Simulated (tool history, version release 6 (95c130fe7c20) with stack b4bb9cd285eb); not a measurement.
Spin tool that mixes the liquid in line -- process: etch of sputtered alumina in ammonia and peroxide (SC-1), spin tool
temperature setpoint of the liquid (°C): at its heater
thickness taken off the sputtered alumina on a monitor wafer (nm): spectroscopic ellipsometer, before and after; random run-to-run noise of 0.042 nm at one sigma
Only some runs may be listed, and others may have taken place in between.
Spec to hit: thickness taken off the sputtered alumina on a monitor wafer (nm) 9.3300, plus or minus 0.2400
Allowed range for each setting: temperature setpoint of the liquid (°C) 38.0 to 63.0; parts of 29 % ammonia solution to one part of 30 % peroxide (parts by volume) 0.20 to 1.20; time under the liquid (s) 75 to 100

| run | hour | temperature setpoint of the liquid (°C) | parts of 29 % ammonia solution to one part of 30 % peroxide (parts by volume) | time under the liquid (s) | thickness taken off the sputtered alumina on a monitor wafer (nm) |
|---|---|---|---|---|---|
| 1 | 0.0 | 47.0 | 0.70 | 100 | 5.0528 |
| 2 | 4.0 | 50.5 | 0.70 | 100 | 6.1453 |
| 3 | 11.4 | 53.0 | 0.70 | 100 | 6.9953 |
| 4 | 16.8 | 53.0 | 0.95 | 100 | 7.2591 |
| 5 | 21.3 | 48.0 | 0.95 | 100 | 5.5595 |
| 6 | 22.8 | 48.0 | 0.95 | 75 | 4.1551 |
| 7 | 31.7 | 52.5 | 0.95 | 75 | 5.3713 |
| 8 | 38.0 | 56.0 | 0.95 | 75 | 6.3973 |

Next run, 4 choices. One meets every target within its allowed miss, the rest don't. Which?
| A | 44.3 | 62.5 | 0.90 | 85 | ? |
| B | 44.3 | 58.5 | 1.00 | 95 | ? |
| C | 44.3 | 56.0 | 0.95 | 100 | ? |
| D | 44.3 | 57.5 | 0.90 | 90 | ? |

| move | thickness taken off the sputtered alumina on a monitor wafer (nm) |
|---|---|
| A | 10.1070 |
| B | 9.2985 |
| C | 8.5465 |
| D | 8.2793 |
A: the result that was furthest off in the last run now lies on the other side of its target
B: all results land within tolerance of their targets
C: gains on the last run, yet a result remains outside its allowed miss
D: gains on the last run, yet a result remains outside its allowed miss
So the answer is move B, the one that meets all the targets.
